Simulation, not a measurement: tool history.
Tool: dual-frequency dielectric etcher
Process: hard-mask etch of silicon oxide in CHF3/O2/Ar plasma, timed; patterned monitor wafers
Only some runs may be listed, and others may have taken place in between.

run	hour	source power (kW)	bias power (kW)	etch time (s)	mean etch depth across the wafer (nm)
1	0.0	0.810	0.151	33.5	69.855
2	0.7	0.850	0.153	33.5	71.040
3	1.4	0.880	0.156	33.5	72.347
4	7.4	0.910	0.159	33.5	73.355
5	10.8	0.910	0.137	33.5	69.942
6	17.1	0.910	0.151	33.5	71.784
7	23.0	0.930	0.156	33.5	73.804
8	25.9	0.950	0.158	33.5	75.056
9	33.2	0.970	0.159	33.5	75.274
10	38.3	0.990	0.161	33.5	76.509

Estimate the outcome of run 11 from the log above:
# hour 39.5: wet clean of the chamber
11	39.5	1.000	0.162	33.5	?

Run 11 yielded mean etch depth across the wafer (nm) 79.313.
